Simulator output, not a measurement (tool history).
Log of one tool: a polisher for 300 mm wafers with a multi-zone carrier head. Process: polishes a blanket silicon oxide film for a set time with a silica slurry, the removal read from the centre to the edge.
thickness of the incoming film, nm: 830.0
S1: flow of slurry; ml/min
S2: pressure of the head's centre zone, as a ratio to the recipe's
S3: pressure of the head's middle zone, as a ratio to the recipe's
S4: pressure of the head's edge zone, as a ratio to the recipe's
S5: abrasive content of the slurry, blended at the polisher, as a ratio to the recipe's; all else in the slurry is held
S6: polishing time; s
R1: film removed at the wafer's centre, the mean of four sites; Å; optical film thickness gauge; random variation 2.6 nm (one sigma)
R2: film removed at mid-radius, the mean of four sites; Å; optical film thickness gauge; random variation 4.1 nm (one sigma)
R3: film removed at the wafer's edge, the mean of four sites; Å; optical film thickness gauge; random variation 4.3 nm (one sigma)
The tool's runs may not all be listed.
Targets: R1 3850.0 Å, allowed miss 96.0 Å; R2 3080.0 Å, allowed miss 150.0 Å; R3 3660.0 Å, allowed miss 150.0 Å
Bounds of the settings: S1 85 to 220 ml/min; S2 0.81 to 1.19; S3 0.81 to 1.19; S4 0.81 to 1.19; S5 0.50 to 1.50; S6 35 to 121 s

run 1 hour=0.0 | S1=140 S2=1.00 S3=1.00 S4=1.00 S5=1.00 S6=78 | R1=3292.9 R2=3408.9 R3=3226.8
run 2 hour=4.2 | S1=140 S2=1.00 S3=1.00 S4=1.00 S5=1.10 S6=78 | R1=3438.5 R2=3527.1 R3=3329.4
run 3 hour=7.7 | S1=140 S2=1.00 S3=1.00 S4=0.94 S5=1.10 S6=78 | R1=3411.8 R2=3552.0 R3=3285.3
run 4 hour=16.4 | S1=140 S2=1.00 S3=1.00 S4=0.89 S5=1.10 S6=78 | R1=3415.1 R2=3508.5 R3=3248.3
run 5 hour=17.7 | S1=145 S2=1.02 S3=0.94 S4=0.98 S5=1.10 S6=78 | R1=3532.3 R2=3370.6 R3=3362.7
run 6 hour=18.5 | S1=115 S2=1.02 S3=0.94 S4=0.98 S5=1.10 S6=78 | R1=3343.8 R2=3251.5 R3=3290.3
run 7 hour=24.0 | S1=130 S2=1.04 S3=0.90 S4=1.03 S5=1.10 S6=78 | R1=3498.6 R2=3187.2 R3=3379.8
run 8 hour=30.1 | S1=140 S2=1.05 S3=0.87 S4=1.06 S5=1.10 S6=78 | R1=3560.9 R2=3177.3 R3=3521.9
run 9 hour=34.5 | S1=150 S2=1.07 S3=0.85 S4=1.07 S5=1.10 S6=78 | R1=3693.7 R2=3107.1 R3=3481.0
run 10 hour=42.8 | S1=155 S2=1.07 S3=0.84 S4=1.09 S5=1.10 S6=78 | R1=3740.6 R2=3045.8 R3=3590.0

4 next moves are on the table. One of them brings every result within its allowed miss. Which?
run A hour=51.1 | S1=110 S2=1.11 S3=0.82 S4=1.10 S5=1.15 S6=83 | R1=? R2=? R3=?
run B hour=51.1 | S1=115 S2=1.02 S3=0.84 S4=1.04 S5=1.05 S6=84 | R1=? R2=? R3=?
run C hour=51.1 | S1=155 S2=1.09 S3=0.85 S4=1.00 S5=1.40 S6=69 | R1=? R2=? R3=?
run D hour=51.1 | S1=145 S2=1.15 S3=0.84 S4=1.02 S5=1.15 S6=74 | R1=? R2=? R3=?

move=A R1=3913.4 R2=3099.5 R3=3775.5
move=B R1=3544.7 R2=3112.4 R3=3609.3
move=C R1=3709.8 R2=3055.1 R3=3392.6
move=D R1=3842.3 R2=2974.1 R3=3376.9
A: meets every target
B: further off than the last run
C: further off than the last run
D: brings the result that was furthest off to its target, and leaves another outside
The right move is A.
